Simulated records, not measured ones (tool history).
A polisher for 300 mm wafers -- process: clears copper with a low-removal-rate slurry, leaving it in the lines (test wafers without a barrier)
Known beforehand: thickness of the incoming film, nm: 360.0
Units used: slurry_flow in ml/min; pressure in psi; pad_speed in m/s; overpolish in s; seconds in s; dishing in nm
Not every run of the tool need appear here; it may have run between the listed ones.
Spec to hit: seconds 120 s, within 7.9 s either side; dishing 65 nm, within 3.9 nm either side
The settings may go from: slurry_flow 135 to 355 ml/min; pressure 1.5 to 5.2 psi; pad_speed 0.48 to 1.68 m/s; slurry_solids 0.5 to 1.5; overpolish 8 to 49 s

{"run": 1, "hour": 0.0, "slurry_flow": 225, "pressure": 3.3, "pad_speed": 1.08, "slurry_solids": 1, "overpolish": 25, "seconds": 75.656, "dishing": 65.954}
{"run": 2, "hour": 5.9, "slurry_flow": 225, "pressure": 3.1, "pad_speed": 1.08, "slurry_solids": 1, "overpolish": 27, "seconds": 77.961, "dishing": 66.678}
{"run": 3, "hour": 7.4, "slurry_flow": 225, "pressure": 3.1, "pad_speed": 1.08, "slurry_solids": 0.9, "overpolish": 27, "seconds": 83.442, "dishing": 64.716}
{"run": 4, "hour": 12.0, "slurry_flow": 225, "pressure": 3.1, "pad_speed": 1.08, "slurry_solids": 0.9, "overpolish": 31, "seconds": 81.048, "dishing": 72.741}
{"run": 5, "hour": 17.3, "slurry_flow": 225, "pressure": 2.8, "pad_speed": 1.08, "slurry_solids": 0.9, "overpolish": 31, "seconds": 86.667, "dishing": 67.139}
{"run": 6, "hour": 18.9, "slurry_flow": 225, "pressure": 2.7, "pad_speed": 1.06, "slurry_solids": 0.9, "overpolish": 33, "seconds": 94.725, "dishing": 67.758}
{"run": 7, "hour": 21.3, "slurry_flow": 225, "pressure": 2.6, "pad_speed": 1.06, "slurry_solids": 0.9, "overpolish": 34, "seconds": 97.638, "dishing": 67.795}
{"run": 8, "hour": 25.9, "slurry_flow": 225, "pressure": 2.5, "pad_speed": 1.06, "slurry_solids": 0.9, "overpolish": 35, "seconds": 101.89, "dishing": 65.047}
{"run": 9, "hour": 27.0, "slurry_flow": 225, "pressure": 2, "pad_speed": 1.02, "slurry_solids": 0.9, "overpolish": 41, "seconds": 129.63, "dishing": 60.98}

4 next moves are on the table. One of them brings every result within its allowed miss. Which?
{"run": "A", "hour": 28.1, "slurry_flow": 260, "pressure": 1.8, "pad_speed": 1.2, "slurry_solids": 0.95, "overpolish": 36, "seconds": "?", "dishing": "?"}
{"run": "B", "hour": 28.1, "slurry_flow": 240, "pressure": 2.3, "pad_speed": 0.88, "slurry_solids": 1.05, "overpolish": 36, "seconds": "?", "dishing": "?"}
{"run": "C", "hour": 28.1, "slurry_flow": 210, "pressure": 1.8, "pad_speed": 1.18, "slurry_solids": 1.05, "overpolish": 45, "seconds": "?", "dishing": "?"}
{"run": "D", "hour": 28.1, "slurry_flow": 200, "pressure": 1.9, "pad_speed": 0.98, "slurry_solids": 0.9, "overpolish": 47, "seconds": "?", "dishing": "?"}

move=A seconds=119.46 dishing=57.968
move=B seconds=122.82 dishing=58.145
move=C seconds=121.69 dishing=66.68
move=D seconds=142.44 dishing=62.136
A: corrects the largest miss of the last run, while another result sits out of spec
B: corrects the largest miss of the last run, while another result sits out of spec
C: every result within its allowed miss
D: misses by more than the last run did
C meets every target.

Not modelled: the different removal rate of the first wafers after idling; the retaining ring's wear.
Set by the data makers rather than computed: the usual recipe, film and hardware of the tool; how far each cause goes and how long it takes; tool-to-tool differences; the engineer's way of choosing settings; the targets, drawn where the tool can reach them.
